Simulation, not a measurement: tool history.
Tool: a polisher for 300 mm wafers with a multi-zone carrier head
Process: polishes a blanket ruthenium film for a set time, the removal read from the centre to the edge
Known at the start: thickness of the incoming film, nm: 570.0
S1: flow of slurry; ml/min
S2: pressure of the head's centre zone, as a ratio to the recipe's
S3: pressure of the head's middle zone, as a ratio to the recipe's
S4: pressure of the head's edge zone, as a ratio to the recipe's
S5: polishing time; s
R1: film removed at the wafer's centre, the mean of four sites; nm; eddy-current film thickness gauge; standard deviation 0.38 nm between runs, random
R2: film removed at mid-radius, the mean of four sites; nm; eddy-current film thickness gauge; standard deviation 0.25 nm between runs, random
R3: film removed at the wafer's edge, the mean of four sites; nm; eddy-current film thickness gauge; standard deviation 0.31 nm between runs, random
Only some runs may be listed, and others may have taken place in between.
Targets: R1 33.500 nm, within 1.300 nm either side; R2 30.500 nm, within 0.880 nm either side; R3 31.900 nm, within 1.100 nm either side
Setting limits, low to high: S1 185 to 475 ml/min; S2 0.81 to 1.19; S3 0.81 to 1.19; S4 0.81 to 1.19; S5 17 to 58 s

{"run": 1, "hour": 0.0, "S1": 305, "S2": 1.0, "S3": 1.0, "S4": 1.0, "S5": 37, "R1": 44.797, "R2": 42.919, "R3": 43.804}
{"run": 2, "hour": 6.1, "S1": 305, "S2": 0.99, "S3": 0.98, "S4": 0.97, "S5": 35, "R1": 42.28, "R2": 40.591, "R3": 41.173}
{"run": 3, "hour": 13.4, "S1": 305, "S2": 0.94, "S3": 0.98, "S4": 0.97, "S5": 35, "R1": 40.279, "R2": 39.975, "R3": 41.609}
{"run": 4, "hour": 18.5, "S1": 305, "S2": 0.95, "S3": 0.96, "S4": 0.95, "S5": 33, "R1": 37.449, "R2": 36.902, "R3": 39.024}
{"run": 5, "hour": 21.9, "S1": 305, "S2": 0.97, "S3": 0.95, "S4": 0.93, "S5": 32, "R1": 36.71, "R2": 36.36, "R3": 37.482}
{"run": 6, "hour": 30.6, "S1": 300, "S2": 0.99, "S3": 0.93, "S4": 0.91, "S5": 31, "R1": 37.154, "R2": 34.169, "R3": 35.771}
{"run": 7, "hour": 38.0, "S1": 275, "S2": 0.93, "S3": 0.88, "S4": 0.81, "S5": 28, "R1": 31.392, "R2": 29.454, "R3": 30.463}
{"run": 8, "hour": 39.8, "S1": 285, "S2": 0.94, "S3": 0.88, "S4": 0.82, "S5": 28, "R1": 32.25, "R2": 29.697, "R3": 30.415}

5 candidate next runs follow, results not yet known. Just one meets every target within its allowed miss. Identify it.
{"run": "A", "hour": 41.6, "S1": 285, "S2": 0.96, "S3": 0.87, "S4": 0.83, "S5": 29, "R1": "?", "R2": "?", "R3": "?"}
{"run": "B", "hour": 41.6, "S1": 280, "S2": 0.87, "S3": 0.82, "S4": 0.88, "S5": 29, "R1": "?", "R2": "?", "R3": "?"}
{"run": "C", "hour": 41.6, "S1": 395, "S2": 0.98, "S3": 1.0, "S4": 0.81, "S5": 26, "R1": "?", "R2": "?", "R3": "?"}
{"run": "D", "hour": 41.6, "S1": 215, "S2": 0.89, "S3": 0.87, "S4": 0.94, "S5": 30, "R1": "?", "R2": "?", "R3": "?"}
{"run": "E", "hour": 41.6, "S1": 335, "S2": 1.04, "S3": 0.81, "S4": 0.88, "S5": 28, "R1": "?", "R2": "?", "R3": "?"}

move=A R1=33.081 R2=30.128 R3=31.411
move=B R1=30.597 R2=28.883 R3=32.213
move=C R1=31.207 R2=30.734 R3=28.490
move=D R1=30.942 R2=29.998 R3=33.410
move=E R1=34.627 R2=28.163 R3=31.556
A: hits every target within its allowed miss
B: brings the result that was furthest off to its target, and leaves another outside
C: the biggest miss grows against the last run
D: takes the biggest miss from the last run beyond its target
E: brings the result that was furthest off to its target, and leaves another outside
The move that meets every target is A.

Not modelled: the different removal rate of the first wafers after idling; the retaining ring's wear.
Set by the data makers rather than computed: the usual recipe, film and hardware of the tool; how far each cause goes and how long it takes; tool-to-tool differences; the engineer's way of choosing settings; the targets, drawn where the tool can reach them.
